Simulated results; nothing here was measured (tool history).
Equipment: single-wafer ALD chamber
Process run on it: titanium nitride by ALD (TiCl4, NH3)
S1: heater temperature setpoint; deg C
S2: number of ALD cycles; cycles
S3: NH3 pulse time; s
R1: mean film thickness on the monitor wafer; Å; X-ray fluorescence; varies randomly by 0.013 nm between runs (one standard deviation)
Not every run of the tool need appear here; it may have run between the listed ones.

| run | day | S1 | S2 | S3 | R1 |
|---|---|---|---|---|---|
| 1 | 0.000 | 380 | 146 | 2.86 | 30.899 |
| 2 | 0.046 | 376 | 146 | 2.54 | 30.523 |
| 3 | 0.117 | 376 | 146 | 2.54 | 30.812 |
| 4 | 0.308 | 373 | 146 | 2.28 | 29.842 |
| 5 | 0.612 | 370 | 146 | 2.06 | 29.253 |
| 6 | 0.808 | 370 | 151 | 2.06 | 30.543 |
| 7 | 1.067 | 368 | 150 | 1.88 | 30.016 |
| 8 | 1.112 | 366 | 149 | 1.73 | 28.781 |
| 9 | 1.362 | 365 | 148 | 1.71 | 28.591 |
| 10 | 1.408 | 356 | 146 | 1.03 | 20.608 |
| 11 | 1.604 | 359 | 146 | 1.03 | 21.069 |
| 12 | 1.850 | 364 | 147 | 1.03 | 22.163 |
| 13 | 2.133 | 366 | 148 | 1.10 | 24.129 |
| 14 | 2.204 | 378 | 150 | 1.10 | 26.153 |
| 15 | 2.354 | 379 | 150 | 1.10 | 26.268 |

Run 16 is up next; what results do you expect?
| 16 | 2.558 | 390 | 151 | 2.01 | ? |

{"run 16": {"R1": 31.517}}
